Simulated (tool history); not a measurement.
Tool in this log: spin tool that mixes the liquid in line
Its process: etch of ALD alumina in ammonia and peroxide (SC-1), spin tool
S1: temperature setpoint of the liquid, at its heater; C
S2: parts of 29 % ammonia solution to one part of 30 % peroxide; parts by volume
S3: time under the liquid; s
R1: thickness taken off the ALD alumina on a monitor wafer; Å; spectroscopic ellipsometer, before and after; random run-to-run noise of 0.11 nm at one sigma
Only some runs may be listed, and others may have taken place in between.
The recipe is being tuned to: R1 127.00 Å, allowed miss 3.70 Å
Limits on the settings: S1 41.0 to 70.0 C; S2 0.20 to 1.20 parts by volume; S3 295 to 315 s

run 1 day=0.000 | S1=57.0 S2=0.75 S3=295 | R1=163.94
run 2 day=0.062 | S1=56.0 S2=0.75 S3=295 | R1=156.80
run 3 day=0.288 | S1=56.0 S2=0.50 S3=295 | R1=152.45
run 4 day=0.667 | S1=56.0 S2=0.30 S3=295 | R1=143.07
run 5 day=0.792 | S1=56.0 S2=0.20 S3=295 | R1=140.20
run 6 day=1.083 | S1=52.0 S2=0.20 S3=295 | R1=109.56
run 7 day=1.350 | S1=52.5 S2=0.20 S3=295 | R1=115.55
run 8 day=1.671 | S1=53.0 S2=0.20 S3=295 | R1=118.81
run 9 day=1.929 | S1=53.5 S2=0.20 S3=295 | R1=120.77

Below are 5 possible settings for the next run. Only one of them brings all results inside the allowed miss of their targets. Which is it?
run A day=2.188 | S1=53.0 S2=0.20 S3=295 | R1=?
run B day=2.188 | S1=54.0 S2=0.20 S3=305 | R1=?
run C day=2.188 | S1=50.0 S2=0.55 S3=315 | R1=?
run D day=2.188 | S1=53.0 S2=0.20 S3=300 | R1=?
run E day=2.188 | S1=55.0 S2=0.40 S3=295 | R1=?

move=A R1=118.10
move=B R1=128.97
move=C R1=117.57
move=D R1=120.11
move=E R1=140.68
A: the biggest miss grows against the last run
B: all results land within tolerance of their targets
C: the biggest miss grows against the last run
D: the biggest miss grows against the last run
E: moves the result that the last run missed by most past its target, out the other side
So the answer is move B, the one that meets all the targets.

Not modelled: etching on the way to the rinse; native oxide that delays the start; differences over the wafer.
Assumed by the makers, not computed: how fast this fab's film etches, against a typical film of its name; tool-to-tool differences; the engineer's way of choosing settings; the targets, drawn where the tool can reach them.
